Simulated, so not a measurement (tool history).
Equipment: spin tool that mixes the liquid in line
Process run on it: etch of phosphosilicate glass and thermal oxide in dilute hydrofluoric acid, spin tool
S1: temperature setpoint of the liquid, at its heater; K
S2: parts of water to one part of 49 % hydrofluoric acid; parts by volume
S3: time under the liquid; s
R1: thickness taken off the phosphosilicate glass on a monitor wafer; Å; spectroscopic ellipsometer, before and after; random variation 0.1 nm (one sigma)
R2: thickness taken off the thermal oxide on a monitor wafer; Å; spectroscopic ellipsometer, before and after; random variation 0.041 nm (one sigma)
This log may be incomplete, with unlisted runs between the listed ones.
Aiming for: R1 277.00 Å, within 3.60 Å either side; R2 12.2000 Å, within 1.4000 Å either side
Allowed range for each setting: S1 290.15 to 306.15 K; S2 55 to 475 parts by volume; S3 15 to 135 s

run 1 hour=0.0 | S1=298.15 S2=265 S3=70 | R1=234.71 R2=10.4110
run 2 hour=7.1 | S1=298.15 S2=335 S3=70 | R1=172.24 R2=8.0843
run 3 hour=15.4 | S1=300.65 S2=320 S3=70 | R1=199.93 R2=8.5667
run 4 hour=21.0 | S1=302.65 S2=320 S3=70 | R1=212.26 R2=8.6590
run 5 hour=26.4 | S1=301.15 S2=320 S3=70 | R1=203.49 R2=8.9975
run 6 hour=31.7 | S1=301.15 S2=320 S3=45 | R1=130.30 R2=6.0456
run 7 hour=40.1 | S1=305.15 S2=215 S3=45 | R1=249.62 R2=10.7550
run 8 hour=41.2 | S1=305.15 S2=210 S3=45 | R1=256.65 R2=11.0830
run 9 hour=46.4 | S1=305.15 S2=205 S3=45 | R1=266.13 R2=12.0160

Which single option among these 4 for the next run brings every result within its allowed miss of target? Just one does.
run A hour=51.6 | S1=303.65 S2=185 S3=45 | R1=? R2=?
run B hour=51.6 | S1=306.15 S2=235 S3=50 | R1=? R2=?
run C hour=51.6 | S1=304.65 S2=175 S3=40 | R1=? R2=?
run D hour=51.6 | S1=304.65 S2=245 S3=60 | R1=? R2=?

move=A R1=287.91 R2=13.0570
move=B R1=257.22 R2=11.6660
move=C R1=283.73 R2=12.8680
move=D R1=278.48 R2=12.6300
A: carries the result that was furthest off beyond its target, to the other side
B: moves away from the targets compared with the last run
C: carries the result that was furthest off beyond its target, to the other side
D: in spec on every target
Move D is the one to make.

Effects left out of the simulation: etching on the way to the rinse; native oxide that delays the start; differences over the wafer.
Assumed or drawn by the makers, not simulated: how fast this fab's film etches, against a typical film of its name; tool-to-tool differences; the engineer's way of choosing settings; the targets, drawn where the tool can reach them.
